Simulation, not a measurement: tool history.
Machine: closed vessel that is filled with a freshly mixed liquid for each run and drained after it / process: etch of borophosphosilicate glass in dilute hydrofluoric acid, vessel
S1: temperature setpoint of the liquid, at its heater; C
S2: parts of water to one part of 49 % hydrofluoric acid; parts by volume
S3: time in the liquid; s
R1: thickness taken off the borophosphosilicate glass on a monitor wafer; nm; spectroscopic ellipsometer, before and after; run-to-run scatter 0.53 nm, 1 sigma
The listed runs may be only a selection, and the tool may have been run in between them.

run	day	S1	S2	S3	R1
1	0	24	175	95	31.121
2	0.079	26	140	95	43.861
3	0.412	24.5	140	95	41.651
4	0.662	24.5	140	105	45.511
5	0.975	26.5	125	105	56.477
6	1.042	29.5	125	105	62.434
7	1.325	30	110	105	74.652

Run 8 has not been measured yet. What should we expect?
8	1.583	30.5	105	105	?

{"run 8": {"R1": 79.332}}
